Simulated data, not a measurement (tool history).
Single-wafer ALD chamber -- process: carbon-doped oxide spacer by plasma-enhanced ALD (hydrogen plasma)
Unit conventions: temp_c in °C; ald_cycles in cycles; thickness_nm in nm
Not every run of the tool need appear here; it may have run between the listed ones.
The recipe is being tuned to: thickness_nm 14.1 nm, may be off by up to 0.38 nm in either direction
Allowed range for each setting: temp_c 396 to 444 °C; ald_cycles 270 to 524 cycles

{"run": 1, "hour": 0.0, "temp_c": 420, "ald_cycles": 397, "thickness_nm": 16.232}
{"run": 2, "hour": 9.7, "temp_c": 421, "ald_cycles": 388, "thickness_nm": 15.889}
{"run": 3, "hour": 17.6, "temp_c": 422, "ald_cycles": 380, "thickness_nm": 15.501}
{"run": 4, "hour": 23.5, "temp_c": 427, "ald_cycles": 380, "thickness_nm": 15.218}
{"run": 5, "hour": 30.6, "temp_c": 428, "ald_cycles": 376, "thickness_nm": 15.013}
{"run": 6, "hour": 38.0, "temp_c": 428, "ald_cycles": 400, "thickness_nm": 15.971}
{"run": 7, "hour": 44.2, "temp_c": 429, "ald_cycles": 392, "thickness_nm": 15.54}
{"run": 8, "hour": 52.3, "temp_c": 430, "ald_cycles": 386, "thickness_nm": 15.297}
{"run": 9, "hour": 59.4, "temp_c": 431, "ald_cycles": 381, "thickness_nm": 15.044}
{"run": 10, "hour": 63.3, "temp_c": 432, "ald_cycles": 377, "thickness_nm": 14.891}
{"run": 11, "hour": 70.0, "temp_c": 433, "ald_cycles": 374, "thickness_nm": 14.636}

5 candidate next runs follow, results not yet known. Just one meets every target within its allowed miss. Identify it.
{"run": "A", "hour": 76.7, "temp_c": 422, "ald_cycles": 366, "thickness_nm": "?"}
{"run": "B", "hour": 76.7, "temp_c": 429, "ald_cycles": 354, "thickness_nm": "?"}
{"run": "C", "hour": 76.7, "temp_c": 441, "ald_cycles": 352, "thickness_nm": "?"}
{"run": "D", "hour": 76.7, "temp_c": 444, "ald_cycles": 345, "thickness_nm": "?"}
{"run": "E", "hour": 76.7, "temp_c": 428, "ald_cycles": 335, "thickness_nm": "?"}

move=A thickness_nm=15.003
move=B thickness_nm=14.139
move=C thickness_nm=13.424
move=D thickness_nm=13.002
move=E thickness_nm=13.43
A: its largest miss is bigger than the last run's
B: all results land within tolerance of their targets
C: the result that was furthest off in the last run now lies on the other side of its target
D: the result that was furthest off in the last run now lies on the other side of its target
E: the result that was furthest off in the last run now lies on the other side of its target
Move B is the one to make.
